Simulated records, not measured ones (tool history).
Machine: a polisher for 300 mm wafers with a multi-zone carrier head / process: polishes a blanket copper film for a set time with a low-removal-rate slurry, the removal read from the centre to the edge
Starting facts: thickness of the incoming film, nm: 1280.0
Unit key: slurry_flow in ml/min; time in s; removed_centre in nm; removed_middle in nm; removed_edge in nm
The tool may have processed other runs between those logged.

run 1 hour=0 | slurry_flow=290 centre_zone=1 middle_zone=1 edge_zone=1 slurry_solids=1 time=47 | removed_centre=129.22 removed_middle=124.98 removed_edge=127.56
run 2 hour=7.1 | slurry_flow=335 centre_zone=1 middle_zone=1 edge_zone=1 slurry_solids=1 time=47 | removed_centre=126.42 removed_middle=128.48 removed_edge=128.48
run 3 hour=14.5 | slurry_flow=340 centre_zone=0.96 middle_zone=0.99 edge_zone=0.98 slurry_solids=0.85 time=46 | removed_centre=117.29 removed_middle=119.6 removed_edge=118.16
run 4 hour=20.9 | slurry_flow=350 centre_zone=0.92 middle_zone=0.99 edge_zone=1 slurry_solids=0.75 time=45 | removed_centre=106.87 removed_middle=111.53 removed_edge=114.5
run 5 hour=22.3 | slurry_flow=355 centre_zone=0.89 middle_zone=1 edge_zone=1 slurry_solids=0.7 time=44 | removed_centre=99.512 removed_middle=109.21 removed_edge=110.89
run 6 hour=26.9 | slurry_flow=355 centre_zone=0.87 middle_zone=1 edge_zone=0.99 slurry_solids=0.65 time=44 | removed_centre=95.424 removed_middle=107.39 removed_edge=107.68
run 7 hour=31.7 | slurry_flow=350 centre_zone=0.86 middle_zone=0.99 edge_zone=0.98 slurry_solids=0.65 time=44 | removed_centre=95.576 removed_middle=105.63 removed_edge=106.85

Predict the results of run 8:
run 8 hour=36.4 | slurry_flow=350 centre_zone=0.85 middle_zone=0.99 edge_zone=0.98 slurry_solids=0.65 time=44 | removed_centre=? removed_middle=? removed_edge=?

Run 8 came out at removed_centre 95.378 nm, removed_middle 104.46 nm, removed_edge 106.79 nm.
